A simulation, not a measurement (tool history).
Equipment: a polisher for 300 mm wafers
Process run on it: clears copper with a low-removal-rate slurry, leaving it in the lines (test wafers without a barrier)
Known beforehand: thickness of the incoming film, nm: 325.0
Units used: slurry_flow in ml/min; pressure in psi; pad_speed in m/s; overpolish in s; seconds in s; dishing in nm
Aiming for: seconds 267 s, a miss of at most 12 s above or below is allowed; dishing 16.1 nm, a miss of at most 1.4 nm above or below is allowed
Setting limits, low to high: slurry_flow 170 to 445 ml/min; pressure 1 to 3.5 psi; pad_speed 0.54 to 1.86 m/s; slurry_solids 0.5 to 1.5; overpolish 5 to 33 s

run	hour	slurry_flow	pressure	pad_speed	slurry_solids	overpolish	seconds	dishing
1	0	285	2.2	1.18	1	17	100.7	33.489
2	1.8	285	2	1.1	1	17	117.06	27.713
3	10.3	285	2	1.3	1	17	98.217	32.351
4	19	285	2	1.3	1.15	17	95.846	33.115
5	22.2	340	2	1.3	1.15	17	94.604	32.602
6	26.7	335	1.8	1.18	1.15	18	111.56	28.862
7	31.4	330	1.7	1.08	1.1	19	131.34	27.627
8	38.8	330	1.6	1	1.1	19	152.58	24.579
9	45	330	1.5	0.96	1.1	19	165.98	23.006
10	51.6	330	1.4	0.92	1.1	19	177.29	20.244
11	60	330	1.3	0.88	1.1	19	199	19.815
12	63.2	325	1.2	0.86	1.1	19	227.48	17.77
13	69.5	315	1.2	0.86	1.1	19	222.24	16.755
14	76.3	300	1.2	0.86	1.1	20	219.62	18.056
15	84.6	295	1.2	0.84	1.1	20	232.25	17.781
16	91.6	285	1.2	0.84	1.1	20	223.57	17.244

Which of these 5 next moves meets every target?
A	98.6	170	1.5	0.66	0.85	18	?	?
B	98.6	305	2.3	0.66	0.85	15	?	?
C	98.6	170	1.4	0.8	0.95	18	?	?
D	98.6	420	1.6	0.54	1.05	21	?	?
E	98.6	315	1.1	0.74	1.25	17	?	?

move	seconds	dishing
A	265.2	14.019
B	168.46	18.208
C	230.17	15.943
D	264.04	16.254
E	266.11	13.148
A: brings the last run's worst result on target, with another outside its allowed miss
B: further off than the last run
C: moves toward the targets from the last run without getting all of them in spec
D: every result lands within tolerance
E: brings the last run's worst result on target, with another outside its allowed miss
Go with D: it meets all targets.
